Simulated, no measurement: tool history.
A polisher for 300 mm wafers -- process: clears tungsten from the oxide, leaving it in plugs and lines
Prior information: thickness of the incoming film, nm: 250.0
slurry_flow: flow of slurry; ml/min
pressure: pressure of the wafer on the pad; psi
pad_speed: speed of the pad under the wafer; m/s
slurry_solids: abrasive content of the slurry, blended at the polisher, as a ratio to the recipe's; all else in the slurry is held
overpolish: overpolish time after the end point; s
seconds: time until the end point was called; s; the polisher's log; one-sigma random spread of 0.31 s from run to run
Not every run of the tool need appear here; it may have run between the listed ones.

{"run": 1, "hour": 0.0, "slurry_flow": 240, "pressure": 3.4, "pad_speed": 1.22, "slurry_solids": 1.0, "overpolish": 14, "seconds": 51.053}
{"run": 2, "hour": 1.6, "slurry_flow": 240, "pressure": 3.4, "pad_speed": 1.22, "slurry_solids": 1.0, "overpolish": 11, "seconds": 51.678}
{"run": 3, "hour": 5.9, "slurry_flow": 240, "pressure": 3.4, "pad_speed": 1.22, "slurry_solids": 1.0, "overpolish": 14, "seconds": 50.93}
{"run": 4, "hour": 8.5, "slurry_flow": 245, "pressure": 3.6, "pad_speed": 1.22, "slurry_solids": 1.0, "overpolish": 14, "seconds": 48.296}
{"run": 5, "hour": 13.2, "slurry_flow": 245, "pressure": 3.8, "pad_speed": 1.22, "slurry_solids": 1.0, "overpolish": 14, "seconds": 46.016}
{"run": 6, "hour": 21.9, "slurry_flow": 245, "pressure": 4.0, "pad_speed": 1.22, "slurry_solids": 1.0, "overpolish": 14, "seconds": 43.468}
{"run": 7, "hour": 22.7, "slurry_flow": 245, "pressure": 4.1, "pad_speed": 1.22, "slurry_solids": 1.0, "overpolish": 14, "seconds": 42.318}

Run 8, settings as shown, results not yet in. Your forecast:
{"run": 8, "hour": 27.1, "slurry_flow": 245, "pressure": 4.2, "pad_speed": 1.22, "slurry_solids": 1.0, "overpolish": 14, "seconds": "?"}

{"run 8": {"seconds": 41.335}}

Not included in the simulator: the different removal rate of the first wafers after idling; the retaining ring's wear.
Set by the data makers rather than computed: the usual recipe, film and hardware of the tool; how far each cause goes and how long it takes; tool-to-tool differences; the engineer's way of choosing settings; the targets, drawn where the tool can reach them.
